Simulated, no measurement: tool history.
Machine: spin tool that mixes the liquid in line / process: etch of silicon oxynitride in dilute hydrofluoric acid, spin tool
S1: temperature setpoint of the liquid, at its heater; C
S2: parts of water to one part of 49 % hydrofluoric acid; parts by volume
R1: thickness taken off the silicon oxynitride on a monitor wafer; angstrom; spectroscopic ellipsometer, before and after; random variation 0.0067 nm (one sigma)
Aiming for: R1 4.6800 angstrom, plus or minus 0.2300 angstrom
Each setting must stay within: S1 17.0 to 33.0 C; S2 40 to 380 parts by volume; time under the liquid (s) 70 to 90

{"run": 1, "day": 0.0, "S1": 25.0, "S2": 210, "time under the liquid (s)": 90, "R1": 8.1352}
{"run": 2, "day": 0.262, "S1": 22.0, "S2": 210, "time under the liquid (s)": 90, "R1": 7.3285}
{"run": 3, "day": 0.312, "S1": 22.0, "S2": 155, "time under the liquid (s)": 90, "R1": 10.475}
{"run": 4, "day": 0.575, "S1": 22.0, "S2": 115, "time under the liquid (s)": 90, "R1": 14.46}
{"run": 5, "day": 0.738, "S1": 25.0, "S2": 115, "time under the liquid (s)": 90, "R1": 16.404}
{"run": 6, "day": 0.858, "S1": 23.5, "S2": 145, "time under the liquid (s)": 90, "R1": 11.807}
{"run": 7, "day": 0.904, "S1": 22.5, "S2": 170, "time under the liquid (s)": 90, "R1": 9.5583}
{"run": 8, "day": 1.242, "S1": 21.5, "S2": 185, "time under the liquid (s)": 90, "R1": 8.3076}
{"run": 9, "day": 1.612, "S1": 20.5, "S2": 200, "time under the liquid (s)": 90, "R1": 7.1729}

4 next moves are on the table. One of them brings every result within its allowed miss. Which?
{"run": "A", "day": 1.983, "S1": 20.5, "S2": 255, "time under the liquid (s)": 70, "R1": "?"}
{"run": "B", "day": 1.983, "S1": 18.5, "S2": 215, "time under the liquid (s)": 70, "R1": "?"}
{"run": "C", "day": 1.983, "S1": 24.5, "S2": 255, "time under the liquid (s)": 90, "R1": "?"}
{"run": "D", "day": 1.983, "S1": 22.5, "S2": 120, "time under the liquid (s)": 90, "R1": "?"}

move=A R1=4.2735
move=B R1=4.7405
move=C R1=6.5530
move=D R1=14.0730
A: takes the result that was furthest off past its target
B: hits every target within its allowed miss
C: nearer than the last run, and not there yet
D: misses by more than the last run did
So the answer is move B, the one that meets all the targets.

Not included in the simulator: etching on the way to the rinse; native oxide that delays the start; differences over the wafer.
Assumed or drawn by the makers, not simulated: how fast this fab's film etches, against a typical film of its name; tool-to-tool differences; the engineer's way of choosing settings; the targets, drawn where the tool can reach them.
